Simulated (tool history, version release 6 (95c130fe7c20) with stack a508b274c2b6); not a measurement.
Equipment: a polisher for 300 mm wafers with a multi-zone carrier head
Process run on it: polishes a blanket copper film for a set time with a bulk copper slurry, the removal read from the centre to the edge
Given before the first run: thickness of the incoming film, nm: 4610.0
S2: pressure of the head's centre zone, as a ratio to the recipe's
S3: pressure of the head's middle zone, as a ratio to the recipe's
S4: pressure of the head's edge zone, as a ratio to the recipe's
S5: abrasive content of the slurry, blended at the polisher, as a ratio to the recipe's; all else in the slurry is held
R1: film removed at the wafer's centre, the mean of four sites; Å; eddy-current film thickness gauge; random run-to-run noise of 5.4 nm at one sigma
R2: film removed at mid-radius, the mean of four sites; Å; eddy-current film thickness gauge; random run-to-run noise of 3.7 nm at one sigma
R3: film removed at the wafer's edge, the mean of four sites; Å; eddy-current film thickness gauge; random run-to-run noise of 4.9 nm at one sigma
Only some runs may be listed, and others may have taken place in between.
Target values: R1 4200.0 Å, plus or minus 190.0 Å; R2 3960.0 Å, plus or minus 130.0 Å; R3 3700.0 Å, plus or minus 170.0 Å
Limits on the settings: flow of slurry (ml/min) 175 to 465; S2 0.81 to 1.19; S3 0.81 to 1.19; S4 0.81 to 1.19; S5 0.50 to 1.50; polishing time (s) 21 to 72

run 1 day=0.000 | flow_of_slurry_(ml/min)=295 S2=1.00 S3=1.00 S4=1.00 S5=1.00 polishing_time_(s)=46 | R1=6524.8 R2=6127.8 R3=6099.0
run 2 day=0.117 | flow_of_slurry_(ml/min)=295 S2=1.00 S3=1.00 S4=0.96 S5=0.85 polishing_time_(s)=41 | R1=5707.8 R2=5215.7 R3=5153.2
run 3 day=0.138 | flow_of_slurry_(ml/min)=295 S2=0.98 S3=1.01 S4=0.93 S5=0.75 polishing_time_(s)=38 | R1=5021.4 R2=4813.4 R3=4336.6
run 4 day=0.162 | flow_of_slurry_(ml/min)=365 S2=0.98 S3=1.01 S4=0.93 S5=0.75 polishing_time_(s)=38 | R1=5176.7 R2=4921.4 R3=4615.0
run 5 day=0.233 | flow_of_slurry_(ml/min)=365 S2=1.07 S3=1.01 S4=0.93 S5=0.75 polishing_time_(s)=38 | R1=5629.7 R2=4935.9 R3=4580.4
run 6 day=0.488 | flow_of_slurry_(ml/min)=365 S2=1.07 S3=1.01 S4=0.93 S5=0.75 polishing_time_(s)=47 | R1=6632.7 R2=6125.5 R3=5687.7
run 7 day=0.638 | flow_of_slurry_(ml/min)=350 S2=1.02 S3=0.98 S4=0.90 S5=0.65 polishing_time_(s)=44 | R1=5846.7 R2=5209.8 R3=4973.7
-- day=0.800 centre zone pressure recalibrated
run 8 day=0.800 | flow_of_slurry_(ml/min)=330 S2=0.97 S3=0.97 S4=0.87 S5=0.60 polishing_time_(s)=42 | R1=4877.2 R2=4818.5 R3=4512.7
run 9 day=1.171 | flow_of_slurry_(ml/min)=310 S2=0.98 S3=0.96 S4=0.85 S5=0.55 polishing_time_(s)=41 | R1=4626.4 R2=4595.0 R3=4372.1
run 10 day=1.404 | flow_of_slurry_(ml/min)=320 S2=1.00 S3=0.96 S4=0.85 S5=0.55 polishing_time_(s)=39 | R1=4484.8 R2=4343.8 R3=4089.6
run 11 day=1.496 | flow_of_slurry_(ml/min)=310 S2=1.02 S3=0.96 S4=0.84 S5=0.55 polishing_time_(s)=38 | R1=4424.5 R2=4216.9 R3=3891.4
run 12 day=1.746 | flow_of_slurry_(ml/min)=295 S2=1.02 S3=0.95 S4=0.83 S5=0.55 polishing_time_(s)=38 | R1=4508.2 R2=4170.6 R3=3799.4
run 13 day=1.788 | flow_of_slurry_(ml/min)=285 S2=1.01 S3=0.94 S4=0.83 S5=0.55 polishing_time_(s)=38 | R1=4340.9 R2=4094.0 R3=3914.5
run 14 day=2.004 | flow_of_slurry_(ml/min)=280 S2=1.02 S3=0.94 S4=0.82 S5=0.55 polishing_time_(s)=38 | R1=4452.2 R2=4114.8 R3=3908.7

Which of these 4 next moves meets every target?
run A day=2.221 | flow_of_slurry_(ml/min)=255 S2=0.99 S3=0.88 S4=0.87 S5=0.55 polishing_time_(s)=41 | R1=? R2=? R3=?
run B day=2.221 | flow_of_slurry_(ml/min)=315 S2=1.01 S3=0.95 S4=0.82 S5=0.50 polishing_time_(s)=37 | R1=? R2=? R3=?
run C day=2.221 | flow_of_slurry_(ml/min)=250 S2=1.11 S3=0.99 S4=0.81 S5=0.50 polishing_time_(s)=38 | R1=? R2=? R3=?
run D day=2.221 | flow_of_slurry_(ml/min)=235 S2=1.14 S3=1.04 S4=0.82 S5=0.75 polishing_time_(s)=35 | R1=? R2=? R3=?

move=A R1=4647.7 R2=4127.2 R3=4201.0
move=B R1=4281.8 R2=3959.3 R3=3659.5
move=C R1=4703.5 R2=4102.4 R3=3665.4
move=D R1=4904.1 R2=4342.9 R3=3747.5
A: its largest miss is bigger than the last run's
B: in spec on every target
C: its largest miss is bigger than the last run's
D: its largest miss is bigger than the last run's
B is the move that brings every result within its allowed miss.
